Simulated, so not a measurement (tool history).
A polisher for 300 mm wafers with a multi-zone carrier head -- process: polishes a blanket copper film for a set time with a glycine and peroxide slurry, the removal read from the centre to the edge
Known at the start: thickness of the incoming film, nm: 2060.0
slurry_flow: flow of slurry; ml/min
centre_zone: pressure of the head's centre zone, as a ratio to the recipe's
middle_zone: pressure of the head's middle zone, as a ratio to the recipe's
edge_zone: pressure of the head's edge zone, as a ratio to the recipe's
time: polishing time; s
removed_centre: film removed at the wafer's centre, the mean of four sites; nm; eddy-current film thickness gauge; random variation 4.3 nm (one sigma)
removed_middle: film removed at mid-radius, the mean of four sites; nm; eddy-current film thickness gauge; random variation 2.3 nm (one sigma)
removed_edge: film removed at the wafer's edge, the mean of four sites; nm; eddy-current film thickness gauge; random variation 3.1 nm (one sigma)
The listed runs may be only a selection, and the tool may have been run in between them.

run	hour	slurry_flow	centre_zone	middle_zone	edge_zone	time	removed_centre	removed_middle	removed_edge
1	0.0	150	1.00	1.00	1.00	53	331.70	330.05	322.60
2	7.6	170	1.00	1.00	1.00	53	349.66	339.42	324.76
3	15.0	205	1.00	1.00	1.00	53	354.43	345.26	332.61
4	16.5	205	1.04	1.00	1.00	53	360.48	348.64	337.79
5	18.0	195	1.05	0.96	0.95	53	366.27	332.35	324.34
6	21.7	195	1.05	0.96	0.95	61	430.66	385.37	378.71
7	29.0	185	1.03	0.93	0.91	59	398.11	361.94	346.03
8	36.5	175	1.03	0.90	0.90	58	390.97	339.28	340.93
9	41.8	175	1.03	0.90	0.90	58	390.72	348.85	337.32
10	44.4	170	1.03	0.87	0.89	57	382.58	332.18	333.05
11	48.7	160	1.03	0.85	0.87	56	366.33	313.66	317.59

Run 12, settings as shown, results not yet in. Your forecast:
12	53.5	155	1.03	0.84	0.86	56	?	?	?

{"run 12": {"removed_centre": 366.35, "removed_middle": 308.26, "removed_edge": 317.65}}

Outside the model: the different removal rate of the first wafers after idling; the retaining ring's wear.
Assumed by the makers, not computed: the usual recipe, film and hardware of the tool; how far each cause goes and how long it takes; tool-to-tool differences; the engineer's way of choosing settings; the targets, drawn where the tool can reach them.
